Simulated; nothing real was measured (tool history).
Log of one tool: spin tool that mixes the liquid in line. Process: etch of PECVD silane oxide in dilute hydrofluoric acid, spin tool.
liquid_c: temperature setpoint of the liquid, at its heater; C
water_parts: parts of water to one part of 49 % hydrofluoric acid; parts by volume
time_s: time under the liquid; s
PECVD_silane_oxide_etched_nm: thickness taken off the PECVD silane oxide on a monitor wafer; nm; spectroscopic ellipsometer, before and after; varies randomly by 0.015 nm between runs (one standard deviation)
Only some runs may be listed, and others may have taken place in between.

run 1 day=0.000 | liquid_c=24.0 water_parts=260 time_s=15 | PECVD_silane_oxide_etched_nm=1.7929
run 2 day=0.133 | liquid_c=25.0 water_parts=255 time_s=15 | PECVD_silane_oxide_etched_nm=1.8934
run 3 day=0.254 | liquid_c=25.5 water_parts=250 time_s=15 | PECVD_silane_oxide_etched_nm=1.9936
run 4 day=0.512 | liquid_c=28.0 water_parts=250 time_s=15 | PECVD_silane_oxide_etched_nm=2.1691
run 5 day=0.788 | liquid_c=30.0 water_parts=250 time_s=15 | PECVD_silane_oxide_etched_nm=2.3052
run 6 day=0.842 | liquid_c=30.0 water_parts=335 time_s=15 | PECVD_silane_oxide_etched_nm=1.5578
run 7 day=0.933 | liquid_c=30.0 water_parts=335 time_s=15 | PECVD_silane_oxide_etched_nm=1.5568
run 8 day=0.975 | liquid_c=30.0 water_parts=325 time_s=15 | PECVD_silane_oxide_etched_nm=1.6176
run 9 day=1.100 | liquid_c=30.0 water_parts=325 time_s=15 | PECVD_silane_oxide_etched_nm=1.6156
run 10 day=1.242 | liquid_c=30.0 water_parts=315 time_s=15 | PECVD_silane_oxide_etched_nm=1.7061
run 11 day=1.467 | liquid_c=30.0 water_parts=305 time_s=15 | PECVD_silane_oxide_etched_nm=1.7672
run 12 day=1.812 | liquid_c=30.0 water_parts=295 time_s=15 | PECVD_silane_oxide_etched_nm=1.8442
-- day=2.062 thermometer replaced
run 13 day=2.062 | liquid_c=30.0 water_parts=290 time_s=15 | PECVD_silane_oxide_etched_nm=1.8001

Estimate the outcome of run 14 from the log above:
run 14 day=2.425 | liquid_c=30.0 water_parts=280 time_s=15 | PECVD_silane_oxide_etched_nm=?

PECVD_silane_oxide_etched_nm: 1.8827 nm

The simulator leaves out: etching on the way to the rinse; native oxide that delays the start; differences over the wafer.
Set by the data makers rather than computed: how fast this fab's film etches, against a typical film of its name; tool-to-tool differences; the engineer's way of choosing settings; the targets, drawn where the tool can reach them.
